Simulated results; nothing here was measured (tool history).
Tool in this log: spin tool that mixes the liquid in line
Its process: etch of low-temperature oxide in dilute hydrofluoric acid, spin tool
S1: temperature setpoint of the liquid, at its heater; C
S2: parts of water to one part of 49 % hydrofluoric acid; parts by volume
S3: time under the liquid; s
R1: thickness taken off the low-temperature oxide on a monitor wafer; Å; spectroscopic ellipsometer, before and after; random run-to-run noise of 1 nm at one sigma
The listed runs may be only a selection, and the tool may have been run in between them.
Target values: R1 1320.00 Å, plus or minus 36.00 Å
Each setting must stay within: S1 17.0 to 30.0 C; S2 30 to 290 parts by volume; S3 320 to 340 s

| run | hour | S1 | S2 | S3 | R1 |
|---|---|---|---|---|---|
| 1 | 0.0 | 22.0 | 160 | 320 | 409.65 |
| 2 | 8.5 | 19.5 | 160 | 320 | 370.06 |
| 3 | 10.4 | 19.5 | 210 | 320 | 266.33 |
| 4 | 15.4 | 19.5 | 210 | 340 | 287.71 |
| 5 | 16.2 | 17.5 | 210 | 340 | 258.03 |
| 6 | 22.7 | 17.0 | 210 | 340 | 256.38 |
| 7 | 30.9 | 20.0 | 175 | 340 | 362.22 |
| 8 | 35.1 | 22.0 | 145 | 340 | 489.03 |
| 9 | 40.1 | 23.5 | 120 | 340 | 640.72 |
| 10 | 43.9 | 25.0 | 105 | 340 | 775.63 |
| 11 | 44.4 | 29.0 | 55 | 340 | 1867.90 |
| 12 | 48.3 | 25.0 | 55 | 340 | 1599.20 |
| 13 | 52.8 | 23.5 | 55 | 340 | 1506.40 |

Which single option among these 5 for the next run brings every result within its allowed miss of target? Just one does.
| A | 57.3 | 21.5 | 60 | 325 | ? |
| B | 57.3 | 25.0 | 55 | 335 | ? |
| C | 57.3 | 25.0 | 65 | 335 | ? |
| D | 57.3 | 28.0 | 65 | 325 | ? |
| E | 57.3 | 23.0 | 65 | 340 | ? |

| move | R1 |
|---|---|
| A | 1210.50 |
| B | 1582.30 |
| C | 1321.00 |
| D | 1444.30 |
| E | 1236.00 |
A: carries the result that was furthest off beyond its target, to the other side
B: its largest miss is bigger than the last run's
C: each result inside its tolerance
D: closer than the last run, but not yet in spec
E: carries the result that was furthest off beyond its target, to the other side
So the answer is move C, the one that meets all the targets.
